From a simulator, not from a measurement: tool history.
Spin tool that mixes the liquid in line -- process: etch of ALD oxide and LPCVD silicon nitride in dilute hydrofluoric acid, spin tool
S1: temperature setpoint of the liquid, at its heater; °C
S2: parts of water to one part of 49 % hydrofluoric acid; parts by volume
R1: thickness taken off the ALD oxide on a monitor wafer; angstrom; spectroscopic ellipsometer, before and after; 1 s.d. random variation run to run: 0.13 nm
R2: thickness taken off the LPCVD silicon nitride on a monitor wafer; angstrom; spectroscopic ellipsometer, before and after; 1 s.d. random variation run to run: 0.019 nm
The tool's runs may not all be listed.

{"run": 1, "hour": 0.0, "S1": 20, "S2": 60, "time under the liquid (s)": 170, "R1": 322.6, "R2": 13.519}
{"run": 2, "hour": 1.2, "S1": 17, "S2": 60, "time under the liquid (s)": 170, "R1": 282.68, "R2": 11.29}
{"run": 3, "hour": 2.3, "S1": 17, "S2": 60, "time under the liquid (s)": 225, "R1": 372.95, "R2": 14.751}
{"run": 4, "hour": 3.2, "S1": 17, "S2": 60, "time under the liquid (s)": 265, "R1": 441.39, "R2": 17.037}
{"run": 5, "hour": 5.5, "S1": 17, "S2": 70, "time under the liquid (s)": 265, "R1": 369.82, "R2": 14.935}
{"run": 6, "hour": 10.3, "S1": 17, "S2": 70, "time under the liquid (s)": 265, "R1": 372.78, "R2": 14.786}

Predict the results of run 7:
{"hour": 14.6, "done": "hydrofluoric acid flow meter replaced"}
{"run": 7, "hour": 14.6, "S1": 17, "S2": 80, "time under the liquid (s)": 265, "R1": "?", "R2": "?"}

R1: 288.39 angstrom
R2: 11.396 angstrom

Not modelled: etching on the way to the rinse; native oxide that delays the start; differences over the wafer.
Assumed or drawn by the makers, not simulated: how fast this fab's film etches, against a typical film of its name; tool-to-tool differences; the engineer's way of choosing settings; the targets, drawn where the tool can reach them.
